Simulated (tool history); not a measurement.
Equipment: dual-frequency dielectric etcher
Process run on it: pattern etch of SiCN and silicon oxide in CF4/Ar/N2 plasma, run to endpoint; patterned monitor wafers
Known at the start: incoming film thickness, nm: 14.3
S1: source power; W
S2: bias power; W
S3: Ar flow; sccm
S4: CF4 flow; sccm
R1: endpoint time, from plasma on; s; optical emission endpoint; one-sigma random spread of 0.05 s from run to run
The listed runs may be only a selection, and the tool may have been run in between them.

{"run": 1, "hour": 0.0, "S1": 550, "S2": 62, "S3": 138, "S4": 59, "R1": 15.291}
{"run": 2, "hour": 4.2, "S1": 560, "S2": 62, "S3": 138, "S4": 59, "R1": 15.032}
{"run": 3, "hour": 9.9, "S1": 560, "S2": 62, "S3": 138, "S4": 52, "R1": 15.342}
{"run": 4, "hour": 13.6, "S1": 570, "S2": 62, "S3": 138, "S4": 52, "R1": 15.191}
{"run": 5, "hour": 21.4, "S1": 570, "S2": 62, "S3": 125, "S4": 52, "R1": 14.808}
{"run": 6, "hour": 23.7, "S1": 570, "S2": 55, "S3": 125, "S4": 52, "R1": 15.509}
{"run": 7, "hour": 32.6, "S1": 590, "S2": 55, "S3": 125, "S4": 52, "R1": 15.066}
{"run": 8, "hour": 35.3, "S1": 600, "S2": 55, "S3": 125, "S4": 52, "R1": 14.99}
{"run": 9, "hour": 41.0, "S1": 610, "S2": 55, "S3": 125, "S4": 52, "R1": 14.741}
{"run": 10, "hour": 49.7, "S1": 620, "S2": 55, "S3": 125, "S4": 52, "R1": 14.591}

What will run 11 give?
{"run": 11, "hour": 57.0, "S1": 630, "S2": 55, "S3": 125, "S4": 52, "R1": "?"}

R1: 14.429 s

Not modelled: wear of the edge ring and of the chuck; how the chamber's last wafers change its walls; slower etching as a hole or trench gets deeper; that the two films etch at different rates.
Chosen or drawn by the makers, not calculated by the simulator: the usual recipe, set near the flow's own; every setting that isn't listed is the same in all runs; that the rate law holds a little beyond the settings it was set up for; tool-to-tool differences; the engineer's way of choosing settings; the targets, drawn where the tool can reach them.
